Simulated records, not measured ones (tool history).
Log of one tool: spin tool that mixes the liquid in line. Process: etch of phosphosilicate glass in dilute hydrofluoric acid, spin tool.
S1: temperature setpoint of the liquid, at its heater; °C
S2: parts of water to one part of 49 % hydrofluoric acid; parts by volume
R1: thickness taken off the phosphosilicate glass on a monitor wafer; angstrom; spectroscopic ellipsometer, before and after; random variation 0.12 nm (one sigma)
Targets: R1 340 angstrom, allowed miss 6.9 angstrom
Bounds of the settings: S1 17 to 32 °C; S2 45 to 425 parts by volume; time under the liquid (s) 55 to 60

Run 1, hour 0: S1 24 °C, S2 235 parts by volume, time under the liquid (s) 55. Result: R1 223.4 angstrom.
Run 2, hour 1.8: S1 26 °C, S2 230 parts by volume, time under the liquid (s) 55. Result: R1 243.92 angstrom.
Run 3, hour 5.5: S1 26 °C, S2 315 parts by volume, time under the liquid (s) 55. Result: R1 163.31 angstrom.
Run 4, hour 6.2: S1 26 °C, S2 315 parts by volume, time under the liquid (s) 55. Result: R1 162.53 angstrom.
Run 5, hour 9.1: S1 26 °C, S2 390 parts by volume, time under the liquid (s) 55. Result: R1 121.56 angstrom.
Run 6, hour 12.7: S1 26 °C, S2 390 parts by volume, time under the liquid (s) 60. Result: R1 132.41 angstrom.
Run 7, hour 15.4: S1 27.5 °C, S2 350 parts by volume, time under the liquid (s) 60. Result: R1 160.72 angstrom.
Run 8, hour 24.3: S1 28 °C, S2 310 parts by volume, time under the liquid (s) 60. Result: R1 193.38 angstrom.
Run 9, hour 28.7: S1 28.5 °C, S2 280 parts by volume, time under the liquid (s) 60. Result: R1 225.53 angstrom.
Run 10, hour 34.3: S1 29 °C, S2 260 parts by volume, time under the liquid (s) 60. Result: R1 251.88 angstrom.
Run 11, hour 39.5: S1 29.5 °C, S2 245 parts by volume, time under the liquid (s) 60. Result: R1 278.67 angstrom.
Run 12, hour 46.3: S1 30 °C, S2 235 parts by volume, time under the liquid (s) 60. Result: R1 297.61 angstrom.
Run 13, hour 47.2: S1 30.5 °C, S2 230 parts by volume, time under the liquid (s) 60. Result: R1 312.67 angstrom.
At hour 50.7: hydrofluoric acid flow meter replaced.
Run 14, hour 50.7: S1 31 °C, S2 230 parts by volume, time under the liquid (s) 60. Result: R1 372.29 angstrom.
Run 15, hour 53.2: S1 30.5 °C, S2 230 parts by volume, time under the liquid (s) 60. Result: R1 367.78 angstrom.

Which of these 4 next moves meets every target?
Run A, hour 55.7: S1 30.5 °C, S2 220 parts by volume, time under the liquid (s) 55. Result: R1 ?.
Run B, hour 55.7: S1 29 °C, S2 220 parts by volume, time under the liquid (s) 55. Result: R1 ?.
Run C, hour 55.7: S1 31 °C, S2 200 parts by volume, time under the liquid (s) 55. Result: R1 ?.
Run D, hour 55.7: S1 31 °C, S2 220 parts by volume, time under the liquid (s) 60. Result: R1 ?.

move      R1
   A  355.37
   B  337.63
   C  407.53
   D  394.28
A: nearer than the last run, and not there yet
B: meets every target
C: further off than the last run
D: further off than the last run
The right move is B.
